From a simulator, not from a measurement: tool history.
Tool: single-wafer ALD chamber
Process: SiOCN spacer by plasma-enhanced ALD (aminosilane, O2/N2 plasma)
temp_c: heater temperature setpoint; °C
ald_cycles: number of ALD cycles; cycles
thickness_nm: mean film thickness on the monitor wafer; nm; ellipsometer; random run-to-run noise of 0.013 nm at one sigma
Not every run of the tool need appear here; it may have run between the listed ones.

| run | day | temp_c | ald_cycles | thickness_nm |
|---|---|---|---|---|
| 1 | 0 | 425 | 99 | 5.8757 |
| 2 | 0.183 | 425 | 90 | 5.3673 |
| 3 | 0.354 | 425 | 77 | 4.5509 |
| 4 | 0.542 | 435 | 77 | 4.4025 |
| 5 | 0.838 | 433 | 78 | 4.4768 |
| 6 | 1.192 | 431 | 78 | 4.5308 |
| 7 | 1.338 | 430 | 78 | 4.5256 |
| 8 | 1.45 | 429 | 78 | 4.5639 |
| 9 | 1.75 | 428 | 78 | 4.5845 |
| 10 | 2.079 | 427 | 78 | 4.591 |

The next listed run, before its measurement:
| 11 | 2.175 | 421 | 81 | ? |

thickness_nm: 4.8509 nm

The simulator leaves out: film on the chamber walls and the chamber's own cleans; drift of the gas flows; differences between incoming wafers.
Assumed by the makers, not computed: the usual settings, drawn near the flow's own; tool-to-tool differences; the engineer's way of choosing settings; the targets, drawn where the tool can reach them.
